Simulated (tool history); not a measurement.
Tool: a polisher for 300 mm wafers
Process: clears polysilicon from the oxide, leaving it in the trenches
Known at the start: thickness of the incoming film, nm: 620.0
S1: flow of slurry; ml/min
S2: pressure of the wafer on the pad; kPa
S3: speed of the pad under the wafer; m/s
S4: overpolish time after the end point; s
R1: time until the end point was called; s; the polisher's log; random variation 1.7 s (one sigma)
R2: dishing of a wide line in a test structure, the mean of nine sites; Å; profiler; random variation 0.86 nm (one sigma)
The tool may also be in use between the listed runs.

run 1 hour=0.0 | S1=235 S2=13.8 S3=1.06 S4=10 | R1=60.912 R2=503.80
run 2 hour=3.5 | S1=265 S2=13.8 S3=1.06 S4=10 | R1=60.992 R2=490.94
run 3 hour=9.3 | S1=315 S2=13.8 S3=1.06 S4=10 | R1=60.541 R2=512.59
run 4 hour=13.7 | S1=315 S2=13.8 S3=1.06 S4=7 | R1=59.230 R2=443.42
run 5 hour=21.6 | S1=315 S2=13.1 S3=1.06 S4=7 | R1=62.696 R2=426.23
run 6 hour=29.7 | S1=365 S2=13.1 S3=1.06 S4=7 | R1=59.144 R2=425.23
run 7 hour=37.1 | S1=365 S2=12.4 S3=1.06 S4=7 | R1=60.531 R2=422.55
run 8 hour=43.8 | S1=365 S2=11.7 S3=1.06 S4=7 | R1=64.999 R2=412.27
run 9 hour=45.4 | S1=365 S2=11.0 S3=1.06 S4=7 | R1=69.079 R2=378.64
run 10 hour=49.0 | S1=355 S2=9.0 S3=1.02 S4=9 | R1=80.844 R2=432.86

What will run 11 give?
run 11 hour=53.6 | S1=360 S2=7.6 S3=0.96 S4=6 | R1=? R2=?

R1: 88.517 s
R2: 287.40 Å
